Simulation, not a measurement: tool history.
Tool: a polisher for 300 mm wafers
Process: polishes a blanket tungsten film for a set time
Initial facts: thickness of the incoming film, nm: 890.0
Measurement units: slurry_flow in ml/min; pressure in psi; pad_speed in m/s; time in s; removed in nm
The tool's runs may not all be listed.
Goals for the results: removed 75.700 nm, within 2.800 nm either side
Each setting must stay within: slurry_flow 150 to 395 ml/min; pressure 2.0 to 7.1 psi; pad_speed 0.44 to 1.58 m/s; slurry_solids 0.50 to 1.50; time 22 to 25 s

run    day  slurry_flow  pressure  pad_speed  slurry_solids  time  removed
  1  0.000          250       4.5       1.00           1.00    25  137.380
  2  0.033          250       4.5       1.00           1.00    25  135.090
  3  0.212          250       4.5       1.00           1.10    25  134.580
  4  0.350          250       3.8       1.00           1.10    25  119.770
  5  0.571          200       3.8       1.00           1.10    25  118.810
  6  0.738          200       3.3       1.00           1.10    25  106.200
  7  1.088          200       2.9       0.98           1.10    25   93.347
  8  1.146          200       2.7       0.98           1.10    25   91.300

5 candidate next runs follow, results not yet known. Just one meets every target within its allowed miss. Identify it.
  A  1.204          155       3.3       0.86           1.00    25        ?
  B  1.204          190       2.6       1.08           1.15    22        ?
  C  1.204          235       2.5       0.98           1.10    22        ?
  D  1.204          245       2.8       0.96           1.15    22        ?
  E  1.204          190       2.6       1.04           1.15    22        ?

move  removed
   A   85.661
   B   84.778
   C   76.669
   D   82.539
   E   81.726
A: an improvement on the last run, though not all results are within tolerance
B: an improvement on the last run, though not all results are within tolerance
C: each result inside its tolerance
D: an improvement on the last run, though not all results are within tolerance
E: an improvement on the last run, though not all results are within tolerance
So the answer is move C, the one that meets all the targets.
